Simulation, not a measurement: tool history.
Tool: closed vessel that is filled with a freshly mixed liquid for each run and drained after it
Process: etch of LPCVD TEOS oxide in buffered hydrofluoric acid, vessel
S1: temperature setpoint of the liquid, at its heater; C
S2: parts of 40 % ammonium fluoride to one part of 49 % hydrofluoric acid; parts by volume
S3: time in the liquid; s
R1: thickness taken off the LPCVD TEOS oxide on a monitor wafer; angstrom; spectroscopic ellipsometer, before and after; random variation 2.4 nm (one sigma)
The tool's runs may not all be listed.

{"run": 1, "hour": 0.0, "S1": 22.0, "S2": 10.0, "S3": 105, "R1": 2402.4}
{"run": 2, "hour": 7.4, "S1": 22.5, "S2": 10.0, "S3": 105, "R1": 2433.1}
{"run": 3, "hour": 13.0, "S1": 23.0, "S2": 10.0, "S3": 105, "R1": 2480.5}
{"run": 4, "hour": 16.8, "S1": 23.0, "S2": 11.5, "S3": 105, "R1": 2206.3}
{"run": 5, "hour": 25.1, "S1": 23.0, "S2": 9.5, "S3": 105, "R1": 2568.9}
{"run": 6, "hour": 32.5, "S1": 23.0, "S2": 12.5, "S3": 105, "R1": 2031.1}
{"run": 7, "hour": 41.2, "S1": 24.0, "S2": 12.5, "S3": 105, "R1": 2129.4}
{"run": 8, "hour": 42.1, "S1": 25.0, "S2": 12.5, "S3": 105, "R1": 2251.5}
{"run": 9, "hour": 47.9, "S1": 25.5, "S2": 12.5, "S3": 105, "R1": 2338.6}
{"run": 10, "hour": 53.3, "S1": 26.0, "S2": 12.5, "S3": 105, "R1": 2384.7}
{"run": 11, "hour": 58.2, "S1": 26.5, "S2": 12.5, "S3": 105, "R1": 2396.7}
{"run": 12, "hour": 59.6, "S1": 27.0, "S2": 12.5, "S3": 105, "R1": 2512.7}

Run 13 comes next. What will it give?
{"run": 13, "hour": 63.2, "S1": 27.5, "S2": 12.5, "S3": 105, "R1": "?"}

{"run 13": {"R1": 2529.4}}

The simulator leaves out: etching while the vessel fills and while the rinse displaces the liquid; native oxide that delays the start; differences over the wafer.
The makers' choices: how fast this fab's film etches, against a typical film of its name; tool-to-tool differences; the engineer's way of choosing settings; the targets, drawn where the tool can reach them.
